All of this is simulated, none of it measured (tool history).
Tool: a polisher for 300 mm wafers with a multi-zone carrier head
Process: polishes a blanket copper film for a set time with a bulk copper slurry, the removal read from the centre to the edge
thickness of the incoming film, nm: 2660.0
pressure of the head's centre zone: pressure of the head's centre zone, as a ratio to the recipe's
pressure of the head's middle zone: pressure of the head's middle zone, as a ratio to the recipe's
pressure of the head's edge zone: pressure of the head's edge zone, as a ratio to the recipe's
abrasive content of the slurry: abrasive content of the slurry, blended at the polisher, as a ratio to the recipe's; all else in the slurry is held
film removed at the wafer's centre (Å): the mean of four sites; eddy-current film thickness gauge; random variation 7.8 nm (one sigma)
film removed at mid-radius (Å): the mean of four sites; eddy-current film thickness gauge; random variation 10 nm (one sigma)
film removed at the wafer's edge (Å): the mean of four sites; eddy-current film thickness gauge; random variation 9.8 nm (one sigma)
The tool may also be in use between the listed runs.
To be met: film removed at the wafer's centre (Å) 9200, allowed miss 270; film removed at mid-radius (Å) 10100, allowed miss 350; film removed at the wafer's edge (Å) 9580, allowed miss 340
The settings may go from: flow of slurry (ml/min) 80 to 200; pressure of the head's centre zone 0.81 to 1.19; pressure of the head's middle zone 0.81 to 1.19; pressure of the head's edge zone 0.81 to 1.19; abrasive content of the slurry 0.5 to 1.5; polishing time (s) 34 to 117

run	hour	flow of slurry (ml/min)	pressure of the head's centre zone	pressure of the head's middle zone	pressure of the head's edge zone	abrasive content of the slurry	polishing time (s)	film removed at the wafer's centre (Å)	film removed at mid-radius (Å)	film removed at the wafer's edge (Å)
1	0	130	1	1	1	1	75	10289	10495	10820
2	1	125	1	1.01	0.98	1	75	10338	10572	10364
3	6.3	120	0.99	1.01	0.98	1	75	10037	10681	10403
4	12.6	115	0.99	1	0.97	1	75	9811.8	10218	10386
5	16.9	140	0.99	1	0.97	1	75	10355	10684	10461
6	18.2	140	0.99	1	0.97	1	89	12335	12574	12565
7	21.5	140	0.97	0.99	0.94	0.9	88	11787	12150	12095
8	25.3	140	0.97	0.99	0.94	0.9	88	11785	12004	11936
9	26.1	135	0.95	0.99	0.92	0.85	87	11423	11861	11512
10	29.2	130	0.93	0.98	0.9	0.8	86	10957	11361	11244
11	36	125	0.92	0.98	0.89	0.75	85	10141	11019	10593
12	38.7	120	0.92	0.98	0.88	0.75	85	10175	10774	10474

Which of these 4 next moves meets every target?
A	41.4	115	0.88	0.97	0.85	0.6	83	?	?	?
B	41.4	140	1.08	0.89	0.81	0.7	84	?	?	?
C	41.4	140	1.17	1.08	0.81	0.75	77	?	?	?
D	41.4	125	0.96	0.91	0.87	0.75	92	?	?	?

move	film removed at the wafer's centre (Å)	film removed at mid-radius (Å)	film removed at the wafer's edge (Å)
A	9176.5	10052	9601.8
B	11535	10131	10073
C	11373	11053	9330.8
D	11479	11204	11355
A: meets every target
B: further off than the last run
C: further off than the last run
D: further off than the last run
Move A is the one to make.

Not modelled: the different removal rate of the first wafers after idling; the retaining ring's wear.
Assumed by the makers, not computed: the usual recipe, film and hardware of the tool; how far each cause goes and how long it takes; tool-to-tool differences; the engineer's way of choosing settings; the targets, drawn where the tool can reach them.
